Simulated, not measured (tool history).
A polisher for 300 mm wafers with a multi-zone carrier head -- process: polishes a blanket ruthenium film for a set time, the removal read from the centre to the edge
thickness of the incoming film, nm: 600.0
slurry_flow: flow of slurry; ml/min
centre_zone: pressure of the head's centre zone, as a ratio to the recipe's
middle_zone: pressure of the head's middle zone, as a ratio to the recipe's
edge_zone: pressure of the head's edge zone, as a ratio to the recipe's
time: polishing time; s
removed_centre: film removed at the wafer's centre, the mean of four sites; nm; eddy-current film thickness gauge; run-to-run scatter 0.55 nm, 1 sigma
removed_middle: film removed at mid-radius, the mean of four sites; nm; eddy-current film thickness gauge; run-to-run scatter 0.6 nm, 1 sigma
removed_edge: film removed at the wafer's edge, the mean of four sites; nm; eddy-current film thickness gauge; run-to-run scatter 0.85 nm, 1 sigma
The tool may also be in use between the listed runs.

run 1 hour=0 | slurry_flow=265 centre_zone=1 middle_zone=1 edge_zone=1 time=60 | removed_centre=46.214 removed_middle=47.642 removed_edge=45.971
run 2 hour=4.9 | slurry_flow=265 centre_zone=1 middle_zone=1.05 edge_zone=1 time=60 | removed_centre=45.562 removed_middle=49.131 removed_edge=45.178
run 3 hour=13 | slurry_flow=265 centre_zone=1 middle_zone=1.09 edge_zone=1 time=60 | removed_centre=46.17 removed_middle=50.913 removed_edge=45.139
run 4 hour=21.1 | slurry_flow=240 centre_zone=1 middle_zone=1.09 edge_zone=1 time=60 | removed_centre=44.447 removed_middle=50.037 removed_edge=44.995
run 5 hour=22 | slurry_flow=230 centre_zone=1.03 middle_zone=1.05 edge_zone=1.03 time=64 | removed_centre=49.895 removed_middle=51.676 removed_edge=49.266
run 6 hour=22.9 | slurry_flow=230 centre_zone=1.03 middle_zone=1.05 edge_zone=1.03 time=78 | removed_centre=59.079 removed_middle=62.781 removed_edge=59.336
run 7 hour=30.4 | slurry_flow=235 centre_zone=1.04 middle_zone=1.02 edge_zone=1.06 time=78 | removed_centre=60.335 removed_middle=61.255 removed_edge=60.814

The next listed run, before its measurement:
run 8 hour=34.9 | slurry_flow=235 centre_zone=1.04 middle_zone=1.02 edge_zone=1.06 time=78 | removed_centre=? removed_middle=? removed_edge=?

removed_centre: 60.869 nm
removed_middle: 61.237 nm
removed_edge: 59.218 nm
